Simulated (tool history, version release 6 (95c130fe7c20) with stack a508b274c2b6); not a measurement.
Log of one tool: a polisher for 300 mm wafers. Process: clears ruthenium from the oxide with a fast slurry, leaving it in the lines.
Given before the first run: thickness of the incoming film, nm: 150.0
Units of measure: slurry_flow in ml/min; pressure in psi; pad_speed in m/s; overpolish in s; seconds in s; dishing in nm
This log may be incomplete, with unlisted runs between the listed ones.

Run 1, hour 0.0: slurry_flow 140 ml/min, pressure 1.7 psi, pad_speed 1.18 m/s, slurry_solids 1.00, overpolish 27 s. Result: seconds 55.005 s, dishing 57.175 nm.
Run 2, hour 6.1: slurry_flow 135 ml/min, pressure 1.6 psi, pad_speed 1.12 m/s, slurry_solids 1.00, overpolish 29 s. Result: seconds 59.750 s, dishing 56.286 nm.
Run 3, hour 7.6: slurry_flow 135 ml/min, pressure 1.5 psi, pad_speed 1.04 m/s, slurry_solids 0.95, overpolish 31 s. Result: seconds 68.198 s, dishing 51.601 nm.
Run 4, hour 16.3: slurry_flow 135 ml/min, pressure 1.5 psi, pad_speed 1.04 m/s, slurry_solids 0.95, overpolish 35 s. Result: seconds 69.617 s, dishing 58.273 nm.
Run 5, hour 17.8: slurry_flow 135 ml/min, pressure 1.4 psi, pad_speed 0.98 m/s, slurry_solids 0.95, overpolish 36 s. Result: seconds 79.046 s, dishing 53.646 nm.
Run 6, hour 22.5: slurry_flow 150 ml/min, pressure 1.4 psi, pad_speed 0.98 m/s, slurry_solids 0.95, overpolish 36 s. Result: seconds 73.767 s, dishing 54.483 nm.
Run 7, hour 31.0: slurry_flow 145 ml/min, pressure 1.3 psi, pad_speed 0.94 m/s, slurry_solids 0.95, overpolish 37 s. Result: seconds 83.247 s, dishing 50.476 nm.
Run 8, hour 34.2: slurry_flow 140 ml/min, pressure 1.2 psi, pad_speed 0.90 m/s, slurry_solids 0.95, overpolish 38 s. Result: seconds 93.764 s, dishing 48.144 nm.
Run 9, hour 39.9: slurry_flow 135 ml/min, pressure 1.1 psi, pad_speed 0.88 m/s, slurry_solids 0.95, overpolish 39 s. Result: seconds 101.960 s, dishing 46.144 nm.

What will run 10 give?
Run 10, hour 40.9: slurry_flow 130 ml/min, pressure 1.1 psi, pad_speed 0.86 m/s, slurry_solids 0.95, overpolish 40 s. Result: seconds ?, dishing ?.

Run 10 gave seconds 105.150 s, dishing 46.556 nm.

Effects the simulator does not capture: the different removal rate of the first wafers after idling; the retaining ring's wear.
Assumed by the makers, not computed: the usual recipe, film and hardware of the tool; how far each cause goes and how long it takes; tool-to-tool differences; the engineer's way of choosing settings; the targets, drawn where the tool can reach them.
